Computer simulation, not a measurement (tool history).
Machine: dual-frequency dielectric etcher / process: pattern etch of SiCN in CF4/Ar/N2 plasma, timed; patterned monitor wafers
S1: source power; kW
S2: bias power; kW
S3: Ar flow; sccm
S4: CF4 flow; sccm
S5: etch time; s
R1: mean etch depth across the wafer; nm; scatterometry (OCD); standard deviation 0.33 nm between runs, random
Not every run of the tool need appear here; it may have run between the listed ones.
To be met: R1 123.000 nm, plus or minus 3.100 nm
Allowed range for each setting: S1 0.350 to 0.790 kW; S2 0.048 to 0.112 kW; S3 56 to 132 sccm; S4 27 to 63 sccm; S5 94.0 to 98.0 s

| run | hour | S1 | S2 | S3 | S4 | S5 | R1 |
|---|---|---|---|---|---|---|---|
| 1 | 0.0 | 0.570 | 0.080 | 94 | 45 | 94.0 | 89.429 |
| 2 | 0.9 | 0.570 | 0.091 | 94 | 45 | 94.0 | 94.537 |
| 3 | 7.5 | 0.600 | 0.092 | 94 | 45 | 94.0 | 98.254 |
| 4 | 8.6 | 0.630 | 0.093 | 94 | 45 | 94.0 | 101.570 |
| 5 | 16.9 | 0.660 | 0.094 | 94 | 45 | 94.0 | 104.560 |
| 6 | 18.2 | 0.660 | 0.094 | 94 | 48 | 94.0 | 105.170 |
| 7 | 25.6 | 0.680 | 0.095 | 93 | 48 | 94.0 | 108.530 |
| 8 | 32.9 | 0.700 | 0.096 | 93 | 48 | 94.0 | 110.720 |
| 9 | 37.2 | 0.720 | 0.097 | 93 | 48 | 94.0 | 113.230 |
| 10 | 42.2 | 0.730 | 0.098 | 93 | 48 | 94.0 | 114.660 |

Below are 4 possible settings for the next run. Only one of them brings all results inside the allowed miss of their targets. Which is it?
| A | 47.2 | 0.780 | 0.090 | 92 | 47 | 96.0 | ? |
| B | 47.2 | 0.780 | 0.093 | 99 | 44 | 94.5 | ? |
| C | 47.2 | 0.700 | 0.111 | 78 | 37 | 97.5 | ? |
| D | 47.2 | 0.680 | 0.103 | 95 | 52 | 96.5 | ? |

| move | R1 |
|---|---|
| A | 117.700 |
| B | 114.830 |
| C | 122.000 |
| D | 115.890 |
A: closes in on the targets versus the last run, not all within tolerance yet
B: neither nearer nor further off than the last run
C: in spec on every target
D: closes in on the targets versus the last run, not all within tolerance yet
Answer: C

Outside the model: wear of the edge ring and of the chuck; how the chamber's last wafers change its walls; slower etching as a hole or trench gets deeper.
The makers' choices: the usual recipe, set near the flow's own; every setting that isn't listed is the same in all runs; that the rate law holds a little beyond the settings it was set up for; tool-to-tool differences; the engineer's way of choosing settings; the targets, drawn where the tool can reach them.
